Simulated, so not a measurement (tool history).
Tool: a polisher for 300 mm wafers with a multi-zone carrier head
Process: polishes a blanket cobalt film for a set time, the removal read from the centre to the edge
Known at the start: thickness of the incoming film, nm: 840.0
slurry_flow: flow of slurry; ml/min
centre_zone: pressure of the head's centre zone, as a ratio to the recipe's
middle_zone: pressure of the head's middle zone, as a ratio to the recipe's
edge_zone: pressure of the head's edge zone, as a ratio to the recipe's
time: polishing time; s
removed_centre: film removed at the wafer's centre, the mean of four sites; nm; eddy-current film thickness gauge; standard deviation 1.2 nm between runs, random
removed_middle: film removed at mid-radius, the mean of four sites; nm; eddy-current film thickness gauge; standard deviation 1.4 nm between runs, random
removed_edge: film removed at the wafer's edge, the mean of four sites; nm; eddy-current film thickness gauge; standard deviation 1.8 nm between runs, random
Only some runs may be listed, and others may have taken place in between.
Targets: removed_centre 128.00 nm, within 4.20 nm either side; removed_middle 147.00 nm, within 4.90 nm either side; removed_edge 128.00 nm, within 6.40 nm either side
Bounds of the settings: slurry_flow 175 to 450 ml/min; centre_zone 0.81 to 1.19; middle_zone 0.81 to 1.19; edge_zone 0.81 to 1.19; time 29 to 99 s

Run 1, hour 0.0: slurry_flow 290 ml/min, centre_zone 1.00, middle_zone 1.00, edge_zone 1.00, time 64 s. Result: removed_centre 186.88 nm, removed_middle 186.28 nm, removed_edge 185.98 nm.
Run 2, hour 1.8: slurry_flow 290 ml/min, centre_zone 1.00, middle_zone 1.00, edge_zone 1.00, time 74 s. Result: removed_centre 215.52 nm, removed_middle 213.53 nm, removed_edge 208.39 nm.
Run 3, hour 9.2: slurry_flow 290 ml/min, centre_zone 0.99, middle_zone 1.01, edge_zone 0.98, time 71 s. Result: removed_centre 206.05 nm, removed_middle 210.77 nm, removed_edge 203.12 nm.
Run 4, hour 12.3: slurry_flow 290 ml/min, centre_zone 0.99, middle_zone 1.01, edge_zone 1.03, time 71 s. Result: removed_centre 206.08 nm, removed_middle 209.77 nm, removed_edge 203.68 nm.
Run 5, hour 19.2: slurry_flow 290 ml/min, centre_zone 1.04, middle_zone 1.01, edge_zone 1.03, time 71 s. Result: removed_centre 217.37 nm, removed_middle 209.39 nm, removed_edge 205.22 nm.
Run 6, hour 20.7: slurry_flow 290 ml/min, centre_zone 1.04, middle_zone 1.01, edge_zone 1.08, time 71 s. Result: removed_centre 212.85 nm, removed_middle 211.82 nm, removed_edge 207.41 nm.
Run 7, hour 29.7: slurry_flow 290 ml/min, centre_zone 1.03, middle_zone 1.02, edge_zone 1.06, time 68 s. Result: removed_centre 203.28 nm, removed_middle 203.24 nm, removed_edge 195.66 nm.
Run 8, hour 35.2: slurry_flow 290 ml/min, centre_zone 1.02, middle_zone 1.03, edge_zone 1.06, time 65 s. Result: removed_centre 193.33 nm, removed_middle 193.64 nm, removed_edge 189.46 nm.
Run 9, hour 39.7: slurry_flow 290 ml/min, centre_zone 1.01, middle_zone 1.05, edge_zone 1.05, time 62 s. Result: removed_centre 187.30 nm, removed_middle 189.28 nm, removed_edge 179.03 nm.
Run 10, hour 44.0: slurry_flow 290 ml/min, centre_zone 1.00, middle_zone 1.06, edge_zone 1.05, time 60 s. Result: removed_centre 174.95 nm, removed_middle 185.90 nm, removed_edge 169.63 nm.
Run 11, hour 45.9: slurry_flow 290 ml/min, centre_zone 0.99, middle_zone 1.06, edge_zone 1.04, time 58 s. Result: removed_centre 166.65 nm, removed_middle 176.65 nm, removed_edge 160.58 nm.
Run 12, hour 52.1: slurry_flow 290 ml/min, centre_zone 0.98, middle_zone 1.06, edge_zone 1.03, time 57 s. Result: removed_centre 163.95 nm, removed_middle 175.55 nm, removed_edge 157.98 nm.
Run 13, hour 54.5: slurry_flow 290 ml/min, centre_zone 0.97, middle_zone 1.06, edge_zone 1.02, time 56 s. Result: removed_centre 158.87 nm, removed_middle 171.42 nm, removed_edge 156.24 nm.
Run 14, hour 63.5: slurry_flow 290 ml/min, centre_zone 0.96, middle_zone 1.06, edge_zone 1.01, time 55 s. Result: removed_centre 154.33 nm, removed_middle 173.19 nm, removed_edge 156.92 nm.
Run 15, hour 66.3: slurry_flow 290 ml/min, centre_zone 0.96, middle_zone 1.06, edge_zone 1.01, time 54 s. Result: removed_centre 150.23 nm, removed_middle 167.21 nm, removed_edge 153.75 nm.
Run 16, hour 72.9: slurry_flow 290 ml/min, centre_zone 0.96, middle_zone 1.06, edge_zone 1.01, time 53 s. Result: removed_centre 145.92 nm, removed_middle 164.97 nm, removed_edge 152.88 nm.
Run 17, hour 81.5: slurry_flow 290 ml/min, centre_zone 0.96, middle_zone 1.06, edge_zone 1.01, time 53 s. Result: removed_centre 147.51 nm, removed_middle 162.58 nm, removed_edge 152.51 nm.
Run 18, hour 85.0: slurry_flow 290 ml/min, centre_zone 0.96, middle_zone 1.07, edge_zone 1.01, time 52 s. Result: removed_centre 145.01 nm, removed_middle 163.28 nm, removed_edge 151.74 nm.
Run 19, hour 93.3: slurry_flow 290 ml/min, centre_zone 0.96, middle_zone 1.08, edge_zone 1.01, time 51 s. Result: removed_centre 142.94 nm, removed_middle 158.15 nm, removed_edge 143.41 nm.
Run 20, hour 101.3: slurry_flow 290 ml/min, centre_zone 0.96, middle_zone 1.08, edge_zone 1.00, time 51 s. Result: removed_centre 145.47 nm, removed_middle 159.51 nm, removed_edge 145.36 nm.
Run 21, hour 103.3: slurry_flow 290 ml/min, centre_zone 0.96, middle_zone 1.08, edge_zone 0.99, time 50 s. Result: removed_centre 138.50 nm, removed_middle 155.79 nm, removed_edge 140.66 nm.
Run 22, hour 105.2: slurry_flow 290 ml/min, centre_zone 0.96, middle_zone 1.08, edge_zone 0.98, time 50 s. Result: removed_centre 140.63 nm, removed_middle 155.59 nm, removed_edge 143.39 nm.
Run 23, hour 112.5: slurry_flow 290 ml/min, centre_zone 0.96, middle_zone 1.09, edge_zone 0.98, time 50 s. Result: removed_centre 139.32 nm, removed_middle 157.26 nm, removed_edge 139.76 nm.
Run 24, hour 121.0: slurry_flow 290 ml/min, centre_zone 0.96, middle_zone 1.09, edge_zone 0.97, time 50 s. Result: removed_centre 141.79 nm, removed_middle 157.93 nm, removed_edge 141.17 nm.

Which single option among these 5 for the next run brings every result within its allowed miss of target? Just one does.
Run A, hour 129.5: slurry_flow 405 ml/min, centre_zone 0.91, middle_zone 1.02, edge_zone 1.02, time 44 s. Result: removed_centre ?, removed_middle ?, removed_edge ?.
Run B, hour 129.5: slurry_flow 305 ml/min, centre_zone 0.88, middle_zone 1.14, edge_zone 1.06, time 45 s. Result: removed_centre ?, removed_middle ?, removed_edge ?.
Run C, hour 129.5: slurry_flow 300 ml/min, centre_zone 1.08, middle_zone 1.16, edge_zone 0.93, time 40 s. Result: removed_centre ?, removed_middle ?, removed_edge ?.
Run D, hour 129.5: slurry_flow 250 ml/min, centre_zone 0.95, middle_zone 1.11, edge_zone 0.95, time 47 s. Result: removed_centre ?, removed_middle ?, removed_edge ?.
Run E, hour 129.5: slurry_flow 325 ml/min, centre_zone 1.07, middle_zone 1.17, edge_zone 0.99, time 40 s. Result: removed_centre ?, removed_middle ?, removed_edge ?.

move  removed_centre  removed_middle  removed_edge
   A          120.11          133.53        124.83
   B          115.61          146.48        126.93
   C          126.10          131.82        107.18
   D          127.09          146.06        124.97
   E          126.05          133.87        110.37
A: takes the biggest miss from the last run beyond its target
B: takes the biggest miss from the last run beyond its target
C: puts the biggest miss on target and leaves a different result outside tolerance
D: every result lands within tolerance
E: puts the biggest miss on target and leaves a different result outside tolerance
So the answer is move D, the one that meets all the targets.
